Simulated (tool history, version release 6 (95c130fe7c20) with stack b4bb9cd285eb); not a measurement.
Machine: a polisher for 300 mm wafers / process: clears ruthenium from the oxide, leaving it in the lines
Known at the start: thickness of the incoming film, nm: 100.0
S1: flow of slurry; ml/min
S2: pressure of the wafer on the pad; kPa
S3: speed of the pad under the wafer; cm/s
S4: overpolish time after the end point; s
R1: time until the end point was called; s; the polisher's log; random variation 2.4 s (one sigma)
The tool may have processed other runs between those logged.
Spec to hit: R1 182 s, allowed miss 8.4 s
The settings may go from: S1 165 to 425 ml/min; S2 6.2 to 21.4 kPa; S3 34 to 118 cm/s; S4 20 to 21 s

run	hour	S1	S2	S3	S4	R1
1	0	275	13.8	76	20	142.69
2	3.2	275	13.1	76	20	149.71
3	10	275	15.9	76	20	125.95
4	18.9	275	15.9	68	20	138.62
5	27	275	15.2	68	20	144.72
6	28.8	275	15.2	68	20	145.38
7	34.3	275	14.5	68	20	152.36
8	36	275	13.8	68	20	160.4
9	39.8	275	13.1	68	20	168.32
10	47.1	275	13.1	68	20	165.88

5 next moves are on the table. One of them brings every result within its allowed miss. Which?
A	54.4	190	14.5	66	21	?
B	54.4	290	11.7	68	20	?
C	54.4	280	16.5	54	20	?
D	54.4	300	9.7	72	21	?
E	54.4	265	10.3	68	21	?

move	R1
A	158.39
B	183.13
C	164.01
D	208.37
E	207.87
A: further off than the last run
B: every result lands within tolerance
C: further off than the last run
D: moves the result that the last run missed by most past its target, out the other side
E: moves the result that the last run missed by most past its target, out the other side
B meets every target.
